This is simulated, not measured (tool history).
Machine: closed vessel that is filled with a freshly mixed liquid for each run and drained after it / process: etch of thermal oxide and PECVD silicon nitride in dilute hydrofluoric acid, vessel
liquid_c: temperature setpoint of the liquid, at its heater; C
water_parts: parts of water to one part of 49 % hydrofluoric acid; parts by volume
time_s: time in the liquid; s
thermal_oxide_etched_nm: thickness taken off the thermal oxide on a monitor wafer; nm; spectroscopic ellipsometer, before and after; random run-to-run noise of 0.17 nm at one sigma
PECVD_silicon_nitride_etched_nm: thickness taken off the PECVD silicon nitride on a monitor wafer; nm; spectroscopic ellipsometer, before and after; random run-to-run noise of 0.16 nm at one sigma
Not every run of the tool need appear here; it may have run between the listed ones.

run    day  liquid_c  water_parts  time_s  thermal_oxide_etched_nm  PECVD_silicon_nitride_etched_nm
  1      0        22          160    1800                   48.493                           26.175
  2  0.325        25          160    1800                   54.525                           31.728
  3   0.45        25          135    1800                   66.238                           37.102
  4  0.571        25          140    1825                   64.236                            36.69
  5  0.767        25          140    2245                   78.688                           45.132
  6  0.838        25          150    2285                   74.091                           42.882
  7  1.096        25          155    2315                   72.015                           42.236
  8  1.254        25          160    2345                   70.298                           41.181

Forecast run 9:
  9  1.35        25          165    2370                        ?                                ?

For run 9 the tool returned thermal_oxide_etched_nm 68.982 nm, PECVD_silicon_nitride_etched_nm 40.541 nm.
